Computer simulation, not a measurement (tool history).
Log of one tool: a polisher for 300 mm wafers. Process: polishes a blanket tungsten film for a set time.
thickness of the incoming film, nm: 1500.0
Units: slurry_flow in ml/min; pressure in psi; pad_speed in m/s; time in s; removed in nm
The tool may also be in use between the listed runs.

run	hour	slurry_flow	pressure	pad_speed	slurry_solids	time	removed
1	0.0	220	4.4	0.94	1.0	69	343.99
2	7.4	220	4.2	0.94	1.0	69	329.86
3	11.5	220	4.2	0.94	1.0	72	341.95
4	15.4	220	4.2	0.94	1.2	72	356.25
5	18.2	220	4.2	0.94	1.3	72	365.27
6	20.9	220	4.0	0.94	1.3	72	346.25
7	22.9	220	3.8	0.94	1.3	72	336.29
8	27.7	220	3.6	0.94	1.3	72	305.86

Run 9 comes next. What will it give?
9	33.5	220	3.6	0.94	1.3	72	?

removed: 320.29 nm
